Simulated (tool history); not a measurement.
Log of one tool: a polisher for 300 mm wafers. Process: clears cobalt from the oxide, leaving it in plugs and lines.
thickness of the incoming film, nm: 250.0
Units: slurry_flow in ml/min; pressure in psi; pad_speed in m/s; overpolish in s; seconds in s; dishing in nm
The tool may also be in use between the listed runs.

run 1 hour=0 | slurry_flow=180 pressure=1.5 pad_speed=0.76 overpolish=9 | seconds=73.872 dishing=24.706
run 2 hour=4.1 | slurry_flow=185 pressure=1.5 pad_speed=0.76 overpolish=8 | seconds=72.607 dishing=22.537
run 3 hour=7.3 | slurry_flow=185 pressure=1.5 pad_speed=0.62 overpolish=8 | seconds=84.672 dishing=19.606
run 4 hour=9.1 | slurry_flow=220 pressure=1.5 pad_speed=0.62 overpolish=8 | seconds=81.245 dishing=20.706
run 5 hour=16.5 | slurry_flow=185 pressure=1.5 pad_speed=0.62 overpolish=8 | seconds=84.275 dishing=19.724
run 6 hour=19.3 | slurry_flow=185 pressure=1.5 pad_speed=0.48 overpolish=8 | seconds=104.68 dishing=16.946
run 7 hour=25.7 | slurry_flow=195 pressure=1.5 pad_speed=0.48 overpolish=8 | seconds=104.07 dishing=17.323
run 8 hour=34.5 | slurry_flow=200 pressure=1.5 pad_speed=0.48 overpolish=8 | seconds=100.48 dishing=17.214

Run 9 comes next. What will it give?
run 9 hour=43.2 | slurry_flow=250 pressure=1.8 pad_speed=0.48 overpolish=6 | seconds=? dishing=?

seconds: 81.649 s
dishing: 16.097 nm

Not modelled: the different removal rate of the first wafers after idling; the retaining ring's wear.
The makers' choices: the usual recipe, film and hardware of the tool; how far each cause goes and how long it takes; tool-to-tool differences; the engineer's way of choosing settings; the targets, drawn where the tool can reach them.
